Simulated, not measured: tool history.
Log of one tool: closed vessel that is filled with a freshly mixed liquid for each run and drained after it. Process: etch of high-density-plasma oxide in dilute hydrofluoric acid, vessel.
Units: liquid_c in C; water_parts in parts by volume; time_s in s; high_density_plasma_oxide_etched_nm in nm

| run | hour | liquid_c | water_parts | time_s | high_density_plasma_oxide_etched_nm |
|---|---|---|---|---|---|
| 1 | 0 | 22 | 205 | 450 | 12.317 |
| 2 | 5.6 | 19 | 205 | 450 | 11.026 |
| 3 | 10.8 | 19 | 235 | 450 | 9.3756 |
| 4 | 14.6 | 20.5 | 230 | 450 | 10.253 |
| 5 | 17.8 | 20.5 | 265 | 450 | 8.5994 |
| 6 | 27.4 | 22 | 260 | 450 | 9.3712 |
| 7 | 34.5 | 23 | 255 | 450 | 9.8826 |
| 8 | 39.8 | 24 | 250 | 450 | 10.517 |
| 9 | 49.4 | 25 | 245 | 450 | 11.063 |
| 10 | 56.4 | 25.5 | 240 | 450 | 11.622 |
| 11 | 59.4 | 26 | 235 | 450 | 12.229 |

Run 12 comes next. What will it give?
| 12 | 62.9 | 26.5 | 230 | 450 | ? |

Run 12 gave high_density_plasma_oxide_etched_nm 12.782 nm.
